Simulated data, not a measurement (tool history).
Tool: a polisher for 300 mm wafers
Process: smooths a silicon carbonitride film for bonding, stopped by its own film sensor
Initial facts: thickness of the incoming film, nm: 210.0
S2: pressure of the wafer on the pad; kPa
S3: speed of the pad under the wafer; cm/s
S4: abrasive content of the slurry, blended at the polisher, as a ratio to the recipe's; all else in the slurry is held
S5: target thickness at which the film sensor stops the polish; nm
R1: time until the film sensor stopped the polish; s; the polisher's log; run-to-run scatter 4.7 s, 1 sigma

Run 1, hour 0: flow of slurry (ml/min) 215, S2 9.7 kPa, S3 80 cm/s, S4 1, S5 184 nm. Result: R1 195.87 s.
Run 2, hour 6.2: flow of slurry (ml/min) 245, S2 9.7 kPa, S3 80 cm/s, S4 1, S5 184 nm. Result: R1 194.72 s.
Run 3, hour 9.5: flow of slurry (ml/min) 245, S2 9.7 kPa, S3 98 cm/s, S4 1, S5 184 nm. Result: R1 170.52 s.
Run 4, hour 16.7: flow of slurry (ml/min) 245, S2 11.7 kPa, S3 98 cm/s, S4 1, S5 184 nm. Result: R1 139.12 s.
Run 5, hour 23.6: flow of slurry (ml/min) 245, S2 11.7 kPa, S3 98 cm/s, S4 1, S5 183 nm. Result: R1 144.01 s.
Run 6, hour 30.1: flow of slurry (ml/min) 245, S2 11.7 kPa, S3 98 cm/s, S4 1, S5 183 nm. Result: R1 141.33 s.

What does the tool deliver on the next run?
Run 7, hour 31.8: flow of slurry (ml/min) 245, S2 10.3 kPa, S3 96 cm/s, S4 1, S5 183 nm. Result: R1 ?.

{"run 7": {"R1": 165.81}}
